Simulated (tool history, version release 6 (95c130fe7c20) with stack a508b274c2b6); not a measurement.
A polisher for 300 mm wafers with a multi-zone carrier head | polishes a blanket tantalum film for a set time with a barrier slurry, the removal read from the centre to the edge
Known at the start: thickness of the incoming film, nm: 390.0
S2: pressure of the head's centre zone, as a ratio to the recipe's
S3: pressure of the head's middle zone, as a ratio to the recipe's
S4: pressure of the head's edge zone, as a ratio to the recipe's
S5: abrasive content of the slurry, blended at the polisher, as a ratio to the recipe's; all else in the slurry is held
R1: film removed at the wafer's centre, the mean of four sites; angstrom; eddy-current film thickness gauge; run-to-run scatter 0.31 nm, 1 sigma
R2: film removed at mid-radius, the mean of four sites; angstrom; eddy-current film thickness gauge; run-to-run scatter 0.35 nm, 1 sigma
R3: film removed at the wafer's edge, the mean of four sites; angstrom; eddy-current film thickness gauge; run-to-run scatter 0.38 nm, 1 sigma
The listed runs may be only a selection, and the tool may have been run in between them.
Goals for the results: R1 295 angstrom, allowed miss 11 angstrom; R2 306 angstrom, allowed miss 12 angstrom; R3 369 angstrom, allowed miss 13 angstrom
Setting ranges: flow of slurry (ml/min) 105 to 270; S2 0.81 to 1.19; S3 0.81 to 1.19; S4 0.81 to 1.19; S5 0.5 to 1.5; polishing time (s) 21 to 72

run 1 hour=0 | flow_of_slurry_(ml/min)=175 S2=1 S3=1 S4=1 S5=1 polishing_time_(s)=46 | R1=428.38 R2=431.27 R3=441.46
run 2 hour=1.1 | flow_of_slurry_(ml/min)=175 S2=1.09 S3=1 S4=1 S5=1 polishing_time_(s)=46 | R1=462.22 R2=422.85 R3=429.79
run 3 hour=9.9 | flow_of_slurry_(ml/min)=175 S2=1.09 S3=1 S4=1 S5=1 polishing_time_(s)=51 | R1=515.57 R2=468.76 R3=486.58
run 4 hour=12.6 | flow_of_slurry_(ml/min)=160 S2=1.03 S3=0.96 S4=1.01 S5=0.85 polishing_time_(s)=49 | R1=426.61 R2=400 R3=425.87
run 5 hour=14.2 | flow_of_slurry_(ml/min)=150 S2=0.98 S3=0.93 S4=1.02 S5=0.8 polishing_time_(s)=49 | R1=394.92 R2=374.54 R3=425.13
run 6 hour=19.9 | flow_of_slurry_(ml/min)=140 S2=0.94 S3=0.91 S4=1.01 S5=0.75 polishing_time_(s)=49 | R1=352.46 R2=353.83 R3=389.88
run 7 hour=27.6 | flow_of_slurry_(ml/min)=135 S2=0.92 S3=0.89 S4=1.02 S5=0.75 polishing_time_(s)=49 | R1=345.69 R2=347.39 R3=396.43
run 8 hour=34 | flow_of_slurry_(ml/min)=130 S2=0.9 S3=0.87 S4=1.02 S5=0.75 polishing_time_(s)=49 | R1=331.85 R2=330.49 R3=390.64
run 9 hour=41.3 | flow_of_slurry_(ml/min)=125 S2=0.88 S3=0.86 S4=1.01 S5=0.75 polishing_time_(s)=49 | R1=319.4 R2=335.13 R3=385.4
run 10 hour=49.3 | flow_of_slurry_(ml/min)=120 S2=0.87 S3=0.85 S4=1.01 S5=0.75 polishing_time_(s)=49 | R1=313.45 R2=320.03 R3=381.04

Exactly one of the 5 candidate moves below puts every result within its allowed miss. Which one?
run A hour=57.3 | flow_of_slurry_(ml/min)=140 S2=0.91 S3=0.89 S4=0.92 S5=0.7 polishing_time_(s)=50 | R1=? R2=? R3=?
run B hour=57.3 | flow_of_slurry_(ml/min)=120 S2=0.99 S3=0.92 S4=0.92 S5=0.7 polishing_time_(s)=50 | R1=? R2=? R3=?
run C hour=57.3 | flow_of_slurry_(ml/min)=120 S2=0.9 S3=0.81 S4=0.99 S5=1 polishing_time_(s)=42 | R1=? R2=? R3=?
run D hour=57.3 | flow_of_slurry_(ml/min)=110 S2=0.91 S3=0.88 S4=0.98 S5=0.7 polishing_time_(s)=51 | R1=? R2=? R3=?
run E hour=57.3 | flow_of_slurry_(ml/min)=105 S2=0.9 S3=0.89 S4=1.07 S5=0.95 polishing_time_(s)=42 | R1=? R2=? R3=?

move=A R1=333.8 R2=337.15 R3=369.83
move=B R1=347.34 R2=332.55 R3=359.54
move=C R1=313.51 R2=299.21 R3=370.63
move=D R1=315.76 R2=319.13 R3=371.31
move=E R1=293.31 R2=303.12 R3=366.65
A: further off than the last run
B: further off than the last run
C: as far off as the last run
D: further off than the last run
E: meets every target
So the answer is move E, the one that meets all the targets.
